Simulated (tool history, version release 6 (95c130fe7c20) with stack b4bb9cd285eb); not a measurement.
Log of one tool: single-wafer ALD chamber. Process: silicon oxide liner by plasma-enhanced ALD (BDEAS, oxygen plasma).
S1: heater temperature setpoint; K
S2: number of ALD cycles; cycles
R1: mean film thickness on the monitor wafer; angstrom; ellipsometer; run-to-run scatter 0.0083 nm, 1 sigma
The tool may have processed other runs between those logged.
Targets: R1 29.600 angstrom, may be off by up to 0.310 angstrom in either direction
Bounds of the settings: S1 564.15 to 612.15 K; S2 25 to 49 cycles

{"run": 1, "hour": 0.0, "S1": 588.15, "S2": 37, "R1": 33.695}
{"run": 2, "hour": 3.3, "S1": 588.15, "S2": 39, "R1": 35.555}
{"run": 3, "hour": 5.8, "S1": 595.15, "S2": 39, "R1": 34.978}
{"run": 4, "hour": 11.7, "S1": 600.15, "S2": 39, "R1": 34.662}
{"run": 5, "hour": 14.6, "S1": 602.15, "S2": 38, "R1": 33.857}
{"run": 6, "hour": 17.1, "S1": 603.15, "S2": 37, "R1": 32.968}
{"hour": 23.9, "done": "thermocouple changed; heater temperature recalibrated"}
{"run": 7, "hour": 23.9, "S1": 604.15, "S2": 36, "R1": 32.211}
{"run": 8, "hour": 30.5, "S1": 606.15, "S2": 32, "R1": 28.419}
{"run": 9, "hour": 31.4, "S1": 604.15, "S2": 32, "R1": 28.564}
{"run": 10, "hour": 38.2, "S1": 602.15, "S2": 32, "R1": 28.565}
{"run": 11, "hour": 42.4, "S1": 600.15, "S2": 32, "R1": 28.798}
{"run": 12, "hour": 50.5, "S1": 598.15, "S2": 32, "R1": 28.898}
{"run": 13, "hour": 52.7, "S1": 596.15, "S2": 32, "R1": 29.009}
{"run": 14, "hour": 56.0, "S1": 590.15, "S2": 33, "R1": 30.084}

5 candidate next runs follow, results not yet known. Just one meets every target within its allowed miss. Identify it.
{"run": "A", "hour": 59.3, "S1": 586.15, "S2": 32, "R1": "?"}
{"run": "B", "hour": 59.3, "S1": 589.15, "S2": 33, "R1": "?"}
{"run": "C", "hour": 59.3, "S1": 597.15, "S2": 32, "R1": "?"}
{"run": "D", "hour": 59.3, "S1": 591.15, "S2": 33, "R1": "?"}
{"run": "E", "hour": 59.3, "S1": 602.15, "S2": 34, "R1": "?"}

move=A R1=29.569
move=B R1=30.344
move=C R1=29.041
move=D R1=30.245
move=E R1=30.601
A: in spec on every target
B: its largest miss is bigger than the last run's
C: carries the result that was furthest off beyond its target, to the other side
D: its largest miss is bigger than the last run's
E: its largest miss is bigger than the last run's
Move A is the one to make.

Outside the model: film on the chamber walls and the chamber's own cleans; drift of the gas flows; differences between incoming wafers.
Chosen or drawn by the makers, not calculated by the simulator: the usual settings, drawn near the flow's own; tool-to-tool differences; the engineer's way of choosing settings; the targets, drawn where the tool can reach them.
